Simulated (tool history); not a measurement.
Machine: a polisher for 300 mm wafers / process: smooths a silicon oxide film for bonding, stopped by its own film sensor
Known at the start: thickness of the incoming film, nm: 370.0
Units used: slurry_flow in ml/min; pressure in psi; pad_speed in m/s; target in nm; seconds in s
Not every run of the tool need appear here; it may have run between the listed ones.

run 1 hour=0 | slurry_flow=245 pressure=1.8 pad_speed=0.74 slurry_solids=1 target=342 | seconds=46.435
run 2 hour=1.7 | slurry_flow=245 pressure=1.6 pad_speed=0.74 slurry_solids=1 target=342 | seconds=50.652
run 3 hour=4.2 | slurry_flow=245 pressure=1.6 pad_speed=0.74 slurry_solids=1 target=346 | seconds=42.818
run 4 hour=12.2 | slurry_flow=245 pressure=1.6 pad_speed=0.74 slurry_solids=1.15 target=346 | seconds=39.661
run 5 hour=19 | slurry_flow=245 pressure=2 pad_speed=0.74 slurry_solids=1.15 target=346 | seconds=33.788
run 6 hour=25.5 | slurry_flow=245 pressure=2 pad_speed=0.56 slurry_solids=1.15 target=346 | seconds=43.234
run 7 hour=27.4 | slurry_flow=245 pressure=1.7 pad_speed=0.54 slurry_solids=1.15 target=346 | seconds=49.055
run 8 hour=32.1 | slurry_flow=245 pressure=1.7 pad_speed=0.54 slurry_solids=1.15 target=346 | seconds=49.444
run 9 hour=39.1 | slurry_flow=245 pressure=1.5 pad_speed=0.52 slurry_solids=1.15 target=346 | seconds=54.841
run 10 hour=41.7 | slurry_flow=245 pressure=1.3 pad_speed=0.52 slurry_solids=1.15 target=346 | seconds=63.343
run 11 hour=43.3 | slurry_flow=245 pressure=1.3 pad_speed=0.52 slurry_solids=1.15 target=346 | seconds=60.677
run 12 hour=51.7 | slurry_flow=245 pressure=1.2 pad_speed=0.52 slurry_solids=1.15 target=346 | seconds=64.268

What will run 13 give?
run 13 hour=52.6 | slurry_flow=245 pressure=1.2 pad_speed=0.52 slurry_solids=1.15 target=346 | seconds=?

seconds: 66.161 s
